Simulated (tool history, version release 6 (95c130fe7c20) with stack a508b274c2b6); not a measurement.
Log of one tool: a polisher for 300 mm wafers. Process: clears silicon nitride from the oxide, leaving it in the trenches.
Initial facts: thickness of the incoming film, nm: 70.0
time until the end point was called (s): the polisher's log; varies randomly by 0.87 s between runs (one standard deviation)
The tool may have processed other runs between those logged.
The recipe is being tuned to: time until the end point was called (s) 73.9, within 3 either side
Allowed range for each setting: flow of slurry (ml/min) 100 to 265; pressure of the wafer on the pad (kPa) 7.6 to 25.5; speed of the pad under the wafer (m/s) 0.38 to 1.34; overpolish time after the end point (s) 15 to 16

| run | hour | flow of slurry (ml/min) | pressure of the wafer on the pad (kPa) | speed of the pad under the wafer (m/s) | overpolish time after the end point (s) | time until the end point was called (s) |
|---|---|---|---|---|---|---|
| 1 | 0 | 170 | 16.5 | 0.86 | 15 | 104.03 |
| 2 | 1.5 | 170 | 16.5 | 0.66 | 15 | 132.4 |
| 3 | 8.5 | 170 | 20 | 0.66 | 15 | 108.88 |
| 4 | 16 | 175 | 22.1 | 0.68 | 15 | 95.67 |
| 5 | 16.8 | 175 | 20 | 0.68 | 15 | 105.42 |
| 6 | 25.7 | 180 | 22.1 | 0.68 | 15 | 96.888 |
| 7 | 27.2 | 180 | 23.4 | 0.72 | 15 | 88.577 |
| 8 | 32.2 | 180 | 24.1 | 0.76 | 15 | 81.389 |
| 9 | 34.7 | 180 | 24.8 | 0.78 | 15 | 75.726 |

5 next moves are on the table. One of them brings every result within its allowed miss. Which?
| A | 37.2 | 225 | 22.1 | 0.82 | 15 | ? |
| B | 37.2 | 205 | 25.5 | 0.68 | 16 | ? |
| C | 37.2 | 165 | 25.5 | 0.8 | 16 | ? |
| D | 37.2 | 170 | 22.8 | 0.8 | 15 | ? |
| E | 37.2 | 200 | 22.1 | 0.84 | 16 | ? |

| move | time until the end point was called (s) |
|---|---|
| A | 79.388 |
| B | 81.572 |
| C | 73.643 |
| D | 81.949 |
| E | 78.999 |
A: misses by more than the last run did
B: misses by more than the last run did
C: all results land within tolerance of their targets
D: misses by more than the last run did
E: misses by more than the last run did
Move C is the one to make.
